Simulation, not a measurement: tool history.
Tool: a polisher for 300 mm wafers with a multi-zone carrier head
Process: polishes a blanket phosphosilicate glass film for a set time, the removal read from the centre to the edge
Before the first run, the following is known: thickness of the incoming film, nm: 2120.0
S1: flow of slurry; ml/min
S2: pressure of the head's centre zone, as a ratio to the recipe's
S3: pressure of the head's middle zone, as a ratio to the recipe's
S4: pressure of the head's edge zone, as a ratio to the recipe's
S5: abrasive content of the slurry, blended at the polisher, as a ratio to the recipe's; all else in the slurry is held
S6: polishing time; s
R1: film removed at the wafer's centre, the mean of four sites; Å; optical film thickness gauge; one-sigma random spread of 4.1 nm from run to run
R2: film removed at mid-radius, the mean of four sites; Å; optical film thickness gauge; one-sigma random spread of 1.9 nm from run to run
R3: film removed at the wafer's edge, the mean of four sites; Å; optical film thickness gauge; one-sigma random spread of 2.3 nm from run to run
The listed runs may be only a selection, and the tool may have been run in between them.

Run 1, hour 0: S1 130 ml/min, S2 1, S3 1, S4 1, S5 1, S6 61 s. Result: R1 3028.1 Å, R2 2964.5 Å, R3 2998 Å.
Run 2, hour 5.7: S1 120 ml/min, S2 1, S3 0.98, S4 0.97, S5 1, S6 61 s. Result: R1 2990.1 Å, R2 2963.3 Å, R3 2905.5 Å.
Run 3, hour 14.1: S1 120 ml/min, S2 1, S3 0.98, S4 0.91, S5 1, S6 61 s. Result: R1 2974.8 Å, R2 2882.2 Å, R3 2839.8 Å.
Run 4, hour 21.8: S1 120 ml/min, S2 1, S3 0.98, S4 0.91, S5 1.1, S6 61 s. Result: R1 3076.2 Å, R2 2967.6 Å, R3 2916.5 Å.
Run 5, hour 27.7: S1 120 ml/min, S2 1, S3 0.98, S4 0.91, S5 1.2, S6 61 s. Result: R1 3181.8 Å, R2 3046.8 Å, R3 3030.2 Å.
Run 6, hour 33: S1 110 ml/min, S2 0.99, S3 0.94, S4 0.89, S5 1.15, S6 61 s. Result: R1 3090.5 Å, R2 2926 Å, R3 2949.6 Å.

Predict the results of run 7:
Run 7, hour 38.8: S1 105 ml/min, S2 0.99, S3 0.91, S4 0.88, S5 1.1, S6 61 s. Result: R1 ?, R2 ?, R3 ?.

R1: 2947.8 Å
R2: 2787.3 Å
R3: 2863 Å

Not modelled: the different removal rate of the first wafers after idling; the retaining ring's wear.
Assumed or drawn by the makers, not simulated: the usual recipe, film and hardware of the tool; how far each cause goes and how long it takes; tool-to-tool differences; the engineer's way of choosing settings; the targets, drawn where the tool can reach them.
